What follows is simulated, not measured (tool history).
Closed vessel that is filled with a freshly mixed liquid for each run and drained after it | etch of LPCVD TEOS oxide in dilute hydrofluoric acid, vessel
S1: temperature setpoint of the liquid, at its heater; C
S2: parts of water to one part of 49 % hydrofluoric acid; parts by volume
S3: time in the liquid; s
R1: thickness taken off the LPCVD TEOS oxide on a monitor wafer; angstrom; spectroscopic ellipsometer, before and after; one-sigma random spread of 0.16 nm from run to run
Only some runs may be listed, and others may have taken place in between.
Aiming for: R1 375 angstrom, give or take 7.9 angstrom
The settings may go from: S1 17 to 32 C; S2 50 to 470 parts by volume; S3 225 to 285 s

run	hour	S1	S2	S3	R1
1	0	24	260	285	195.41
2	3	24	190	285	288.52
3	9	25	190	285	297.89
4	18.2	27.5	190	285	330.04
5	26.7	28	190	285	334.5
6	31.1	28	190	225	263.54
7	40.2	28.5	185	225	277.69
8	43.5	29	180	225	290.4
9	50.9	29	180	225	291.18
10	54.7	29.5	175	225	305.36
11	63	32	145	225	420.23
12	67.5	31.5	145	225	414.76
13	70.6	31	145	225	406.97
14	73.1	30.5	145	225	394.32
15	79.7	30.5	145	225	397.03
16	85.1	29.5	145	225	385.85

Of the 5 settings listed for the next run, only one would bring every result within its allowed miss of target. Which one?
A	90.5	29.5	140	225	?
B	90.5	24	120	225	?
C	90.5	32	185	285	?
D	90.5	31.5	155	230	?
E	90.5	27.5	170	285	?

move	R1
A	400.8
B	389.6
C	395.63
D	389.71
E	374.35
A: its largest miss is bigger than the last run's
B: its largest miss is bigger than the last run's
C: its largest miss is bigger than the last run's
D: its largest miss is bigger than the last run's
E: every result within its allowed miss
E is the move that brings every result within its allowed miss.
